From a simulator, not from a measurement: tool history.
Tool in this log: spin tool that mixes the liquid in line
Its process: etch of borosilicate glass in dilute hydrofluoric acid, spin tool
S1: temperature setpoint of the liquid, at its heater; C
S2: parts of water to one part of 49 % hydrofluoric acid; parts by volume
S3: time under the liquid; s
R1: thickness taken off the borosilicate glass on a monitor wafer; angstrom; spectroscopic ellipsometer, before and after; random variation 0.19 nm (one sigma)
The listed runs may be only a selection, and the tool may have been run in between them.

Run 1, hour 0: S1 24 C, S2 130 parts by volume, S3 90 s. Result: R1 142.41 angstrom.
Run 2, hour 7.5: S1 20.5 C, S2 130 parts by volume, S3 90 s. Result: R1 123.38 angstrom.
Run 3, hour 9.1: S1 22 C, S2 125 parts by volume, S3 90 s. Result: R1 137.83 angstrom.
Run 4, hour 13.1: S1 24 C, S2 125 parts by volume, S3 90 s. Result: R1 149.07 angstrom.
Run 5, hour 22: S1 26 C, S2 125 parts by volume, S3 90 s. Result: R1 163.02 angstrom.
Run 6, hour 29.3: S1 26 C, S2 170 parts by volume, S3 90 s. Result: R1 112.12 angstrom.
Run 7, hour 31.4: S1 27 C, S2 160 parts by volume, S3 90 s. Result: R1 126.09 angstrom.
Run 8, hour 33.8: S1 27.5 C, S2 150 parts by volume, S3 90 s. Result: R1 138.52 angstrom.
Run 9, hour 39.7: S1 28 C, S2 140 parts by volume, S3 90 s. Result: R1 152.42 angstrom.
Run 10, hour 41.6: S1 28.5 C, S2 135 parts by volume, S3 90 s. Result: R1 160.63 angstrom.
Run 11, hour 46.3: S1 32 C, S2 85 parts by volume, S3 90 s. Result: R1 315.18 angstrom.

Estimate the outcome of run 12 from the log above:
Run 12, hour 54.5: S1 31.5 C, S2 85 parts by volume, S3 90 s. Result: R1 ?.

For run 12 the tool returned R1 312.33 angstrom.

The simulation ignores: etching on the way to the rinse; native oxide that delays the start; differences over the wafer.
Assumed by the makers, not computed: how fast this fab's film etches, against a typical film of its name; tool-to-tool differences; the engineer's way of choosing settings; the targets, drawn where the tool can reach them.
